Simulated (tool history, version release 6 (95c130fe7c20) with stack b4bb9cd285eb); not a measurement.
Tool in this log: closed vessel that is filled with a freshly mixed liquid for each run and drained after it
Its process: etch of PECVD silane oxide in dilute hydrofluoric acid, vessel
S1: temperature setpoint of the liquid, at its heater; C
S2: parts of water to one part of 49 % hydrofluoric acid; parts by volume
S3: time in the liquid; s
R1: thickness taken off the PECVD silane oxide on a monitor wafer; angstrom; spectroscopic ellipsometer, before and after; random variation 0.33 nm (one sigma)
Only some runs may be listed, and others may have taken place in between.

Run 1, hour 0: S1 24 C, S2 195 parts by volume, S3 670 s. Result: R1 889.35 angstrom.
Run 2, hour 5.1: S1 25.5 C, S2 195 parts by volume, S3 670 s. Result: R1 938.15 angstrom.
Run 3, hour 10.4: S1 23.5 C, S2 195 parts by volume, S3 670 s. Result: R1 866.03 angstrom.
Run 4, hour 14.4: S1 25 C, S2 195 parts by volume, S3 670 s. Result: R1 913.14 angstrom.
Run 5, hour 23: S1 25 C, S2 250 parts by volume, S3 670 s. Result: R1 664.66 angstrom.
Run 6, hour 26.9: S1 25 C, S2 185 parts by volume, S3 670 s. Result: R1 972.37 angstrom.
Run 7, hour 29.7: S1 23.5 C, S2 210 parts by volume, S3 670 s. Result: R1 784.31 angstrom.
Run 8, hour 33: S1 22 C, S2 225 parts by volume, S3 670 s. Result: R1 681.59 angstrom.

Run 9, settings as shown, results not yet in. Your forecast:
Run 9, hour 40.4: S1 18 C, S2 300 parts by volume, S3 670 s. Result: R1 ?.

R1: 411.9 angstrom
